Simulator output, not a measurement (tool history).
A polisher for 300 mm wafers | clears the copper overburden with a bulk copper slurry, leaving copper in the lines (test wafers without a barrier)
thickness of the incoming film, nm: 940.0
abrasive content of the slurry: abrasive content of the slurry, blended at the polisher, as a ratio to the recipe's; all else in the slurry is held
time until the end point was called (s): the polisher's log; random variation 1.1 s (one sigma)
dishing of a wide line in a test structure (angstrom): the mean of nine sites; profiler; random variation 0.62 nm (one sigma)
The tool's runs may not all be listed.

| run | hour | flow of slurry (ml/min) | pressure of the wafer on the pad (kPa) | speed of the pad under the wafer (m/s) | abrasive content of the slurry | overpolish time after the end point (s) | time until the end point was called (s) | dishing of a wide line in a test structure (angstrom) |
|---|---|---|---|---|---|---|---|---|
| 1 | 0 | 185 | 21.4 | 0.98 | 1 | 18 | 108.25 | 612.07 |
| 2 | 7.7 | 185 | 21.4 | 0.98 | 1.1 | 18 | 103.87 | 613.86 |
| 3 | 11.9 | 185 | 21.4 | 0.98 | 1.25 | 18 | 100.5 | 607.66 |
| 4 | 17.1 | 205 | 21.4 | 0.98 | 1.25 | 18 | 97.04 | 622.06 |
|  | 23.6 | slurry nozzle cleaned |
| 5 | 23.6 | 205 | 17.9 | 0.98 | 1.25 | 18 | 102.44 | 610 |
| 6 | 26.3 | 195 | 18.6 | 1 | 1.3 | 17 | 99.43 | 617.44 |
| 7 | 32.2 | 205 | 20 | 0.96 | 1.3 | 16 | 96.63 | 601.01 |
| 8 | 37 | 210 | 21.4 | 0.9 | 1.3 | 15 | 94.726 | 592.68 |
| 9 | 43.7 | 205 | 22.8 | 0.86 | 1.3 | 14 | 93.824 | 566.36 |
| 10 | 47.2 | 200 | 24.1 | 0.82 | 1.3 | 13 | 95.711 | 562.05 |

The next listed run, before its measurement:
| 11 | 49.1 | 210 | 24.8 | 0.78 | 1.3 | 12 | ? | ? |

Run 11 gave time until the end point was called (s) 92.366, dishing of a wide line in a test structure (angstrom) 530.96.
